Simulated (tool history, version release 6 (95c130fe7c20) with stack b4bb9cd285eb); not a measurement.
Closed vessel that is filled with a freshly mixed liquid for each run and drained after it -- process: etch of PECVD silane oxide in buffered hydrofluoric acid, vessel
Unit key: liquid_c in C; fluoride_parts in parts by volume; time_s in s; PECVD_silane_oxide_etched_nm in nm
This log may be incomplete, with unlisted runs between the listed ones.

| run | hour | liquid_c | fluoride_parts | time_s | PECVD_silane_oxide_etched_nm |
|---|---|---|---|---|---|
| 1 | 0 | 23 | 9.5 | 90 | 240.4 |
| 2 | 5.8 | 23 | 9.5 | 90 | 240.33 |
| 3 | 8.4 | 23 | 7 | 90 | 327.62 |
| 4 | 11.1 | 24 | 7 | 90 | 351.56 |
| 5 | 13.1 | 24 | 7 | 95 | 360.67 |
| 6 | 19.3 | 24 | 6 | 95 | 417.94 |

Run 7 comes next. What will it give?
| 7 | 27.4 | 22 | 7.5 | 95 | ? |

PECVD_silane_oxide_etched_nm: 297.94 nm

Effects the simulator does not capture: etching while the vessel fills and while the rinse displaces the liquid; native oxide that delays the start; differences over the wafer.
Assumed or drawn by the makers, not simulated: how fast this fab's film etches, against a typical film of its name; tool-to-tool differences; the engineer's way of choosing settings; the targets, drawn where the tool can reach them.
